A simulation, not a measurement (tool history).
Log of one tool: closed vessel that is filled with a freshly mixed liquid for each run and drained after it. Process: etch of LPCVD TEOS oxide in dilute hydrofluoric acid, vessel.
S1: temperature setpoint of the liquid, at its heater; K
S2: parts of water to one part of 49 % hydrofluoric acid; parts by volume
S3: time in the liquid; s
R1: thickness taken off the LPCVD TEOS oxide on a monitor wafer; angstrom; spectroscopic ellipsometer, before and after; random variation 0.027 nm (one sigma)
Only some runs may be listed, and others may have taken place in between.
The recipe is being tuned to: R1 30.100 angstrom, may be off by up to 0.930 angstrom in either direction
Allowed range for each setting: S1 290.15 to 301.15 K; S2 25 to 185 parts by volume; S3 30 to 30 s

run    day      S1   S2  S3      R1
  1  0.000  293.15  105  30  53.824
  2  0.046  293.15   85  30  66.753
  3  0.092  292.65   95  30  58.364
  4  0.283  292.65   95  30  57.955
  5  0.362  292.65   60  30  95.448
  6  0.500  292.65   60  30  96.201
  7  0.554  292.15   70  30  80.002
  8  0.583  291.65   80  30  66.980
  9  0.779  290.15  120  30  40.274
 10  0.846  290.15  125  30  38.925

Which one of the following 4 next-run settings gets every result inside its allowed miss? There is exactly one.
  A  0.912  290.15  140  30   ?
  B  0.912  290.65   95  30   ?
  C  0.912  292.65   95  30   ?
  D  0.912  291.15  160  30   ?

move      R1
   A  34.092
   B  53.707
   C  58.385
   D  30.469
A: closes in on the targets versus the last run, not all within tolerance yet
B: moves away from the targets compared with the last run
C: moves away from the targets compared with the last run
D: every result within its allowed miss
Go with D: it meets all targets.
